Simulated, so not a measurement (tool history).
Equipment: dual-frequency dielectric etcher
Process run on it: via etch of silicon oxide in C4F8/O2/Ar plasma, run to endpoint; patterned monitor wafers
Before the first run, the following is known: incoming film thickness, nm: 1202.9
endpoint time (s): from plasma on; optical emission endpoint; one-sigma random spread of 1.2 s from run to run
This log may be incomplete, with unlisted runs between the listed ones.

run 1 hour=0.0 | source_power_(W)=1630 bias_power_(W)=2256 | endpoint_time_(s)=242.21
run 2 hour=1.5 | source_power_(W)=1340 bias_power_(W)=2256 | endpoint_time_(s)=263.56
run 3 hour=8.9 | source_power_(W)=1430 bias_power_(W)=2279 | endpoint_time_(s)=256.93
run 4 hour=16.9 | source_power_(W)=1430 bias_power_(W)=2612 | endpoint_time_(s)=245.77
run 5 hour=22.3 | source_power_(W)=1490 bias_power_(W)=2628 | endpoint_time_(s)=243.25
run 6 hour=28.8 | source_power_(W)=1550 bias_power_(W)=2647 | endpoint_time_(s)=236.10
-- hour=30.7 bias power generator calibrated
run 7 hour=30.7 | source_power_(W)=1590 bias_power_(W)=2658 | endpoint_time_(s)=233.65
run 8 hour=36.6 | source_power_(W)=1630 bias_power_(W)=2668 | endpoint_time_(s)=231.17
run 9 hour=41.1 | source_power_(W)=1670 bias_power_(W)=2678 | endpoint_time_(s)=226.74
run 10 hour=46.0 | source_power_(W)=1670 bias_power_(W)=2678 | endpoint_time_(s)=226.08
run 11 hour=47.3 | source_power_(W)=1690 bias_power_(W)=2683 | endpoint_time_(s)=227.35
run 12 hour=51.1 | source_power_(W)=1720 bias_power_(W)=2692 | endpoint_time_(s)=222.67
run 13 hour=52.2 | source_power_(W)=1740 bias_power_(W)=2696 | endpoint_time_(s)=221.77
run 14 hour=58.5 | source_power_(W)=1760 bias_power_(W)=2700 | endpoint_time_(s)=220.98
run 15 hour=63.1 | source_power_(W)=1780 bias_power_(W)=2704 | endpoint_time_(s)=220.32
run 16 hour=69.5 | source_power_(W)=1800 bias_power_(W)=2708 | endpoint_time_(s)=218.50
run 17 hour=76.6 | source_power_(W)=1810 bias_power_(W)=2711 | endpoint_time_(s)=221.76

Run 18, settings as shown, results not yet in. Your forecast:
run 18 hour=84.7 | source_power_(W)=1830 bias_power_(W)=2719 | endpoint_time_(s)=?

Run 18 produced endpoint time (s) 216.53.

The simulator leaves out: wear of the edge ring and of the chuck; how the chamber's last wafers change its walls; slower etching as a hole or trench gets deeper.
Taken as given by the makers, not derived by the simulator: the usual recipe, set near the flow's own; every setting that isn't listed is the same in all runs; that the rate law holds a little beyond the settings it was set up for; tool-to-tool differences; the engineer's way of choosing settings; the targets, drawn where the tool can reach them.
